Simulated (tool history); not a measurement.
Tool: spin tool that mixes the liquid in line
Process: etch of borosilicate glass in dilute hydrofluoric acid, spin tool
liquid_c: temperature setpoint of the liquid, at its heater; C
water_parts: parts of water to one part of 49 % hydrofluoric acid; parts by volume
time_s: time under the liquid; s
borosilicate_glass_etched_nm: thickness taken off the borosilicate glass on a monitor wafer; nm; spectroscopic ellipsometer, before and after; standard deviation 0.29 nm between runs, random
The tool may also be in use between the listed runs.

run,hour,liquid_c,water_parts,time_s,borosilicate_glass_etched_nm
1,0,25,220,100,8.934
2,3.9,27,170,100,13.536
3,4.6,28.5,145,100,16.785
4,6.4,29.5,125,100,21.23
5,10.6,30.5,115,100,23.854
6,19.7,30.5,115,105,24.993

Predict the results of run 7:
7,24.8,31,110,105,?

Run 7 produced borosilicate_glass_etched_nm 26.816 nm.
